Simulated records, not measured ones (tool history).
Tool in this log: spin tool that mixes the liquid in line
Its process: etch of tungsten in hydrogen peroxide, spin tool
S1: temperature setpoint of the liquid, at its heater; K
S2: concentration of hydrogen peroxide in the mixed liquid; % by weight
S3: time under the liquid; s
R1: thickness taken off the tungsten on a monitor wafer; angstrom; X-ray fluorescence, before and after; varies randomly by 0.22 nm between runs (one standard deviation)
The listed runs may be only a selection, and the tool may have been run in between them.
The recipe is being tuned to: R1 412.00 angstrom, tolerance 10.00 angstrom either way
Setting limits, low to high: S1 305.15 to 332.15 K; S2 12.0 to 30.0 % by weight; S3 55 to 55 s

run  hour      S1    S2  S3      R1
  1   0.0  316.15  21.5  55  283.80
  2   3.8  317.15  21.5  55  300.13
  3   6.3  317.65  21.5  55  310.55
  4   7.6  318.15  21.5  55  322.15
  5  13.2  318.15  23.5  55  338.57
  6  20.7  318.15  23.5  55  335.11
  7  26.3  318.65  23.5  55  348.43
  8  27.1  319.15  23.5  55  364.34
  9  35.9  320.15  23.5  55  385.05
 10  38.7  320.15  23.5  55  383.46

5 candidate next runs follow, results not yet known. Just one meets every target within its allowed miss. Identify it.
  A  41.5  320.15  23.0  55   ?
  B  41.5  323.15  20.5  55   ?
  C  41.5  320.15  20.5  55   ?
  D  41.5  321.15  21.5  55   ?
  E  41.5  321.15  24.5  55   ?

move      R1
   A  373.68
   B  424.51
   C  352.78
   D  384.42
   E  410.37
A: the biggest miss grows against the last run
B: the result that was furthest off in the last run now lies on the other side of its target
C: the biggest miss grows against the last run
D: as far off as the last run
E: every result within its allowed miss
The move that meets every target is E.

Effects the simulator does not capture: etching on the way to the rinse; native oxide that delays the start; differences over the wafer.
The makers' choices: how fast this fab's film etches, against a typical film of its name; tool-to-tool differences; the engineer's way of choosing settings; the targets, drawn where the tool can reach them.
